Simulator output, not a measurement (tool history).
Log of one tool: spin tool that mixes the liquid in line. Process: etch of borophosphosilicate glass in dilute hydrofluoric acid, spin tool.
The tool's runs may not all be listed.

run,hour,temperature setpoint of the liquid (°C),parts of water to one part of 49 % hydrofluoric acid (parts by volume),time under the liquid (s),thickness taken off the borophosphosilicate glass on a monitor wafer (Å)
1,0.0,22.0,80,50,437.66
2,3.2,22.0,80,50,440.26
3,11.4,22.0,80,50,434.77
4,13.0,23.5,75,50,506.49
# hour 16.5: hydrofluoric acid flow meter replaced
5,16.5,24.5,70,50,617.45
6,25.4,27.0,70,50,678.57
7,30.3,27.5,70,50,688.42
8,36.0,28.0,70,50,702.02
9,37.3,28.0,70,50,707.80

Forecast run 10:
10,41.2,28.5,70,50,?

thickness taken off the borophosphosilicate glass on a monitor wafer (Å): 718.29
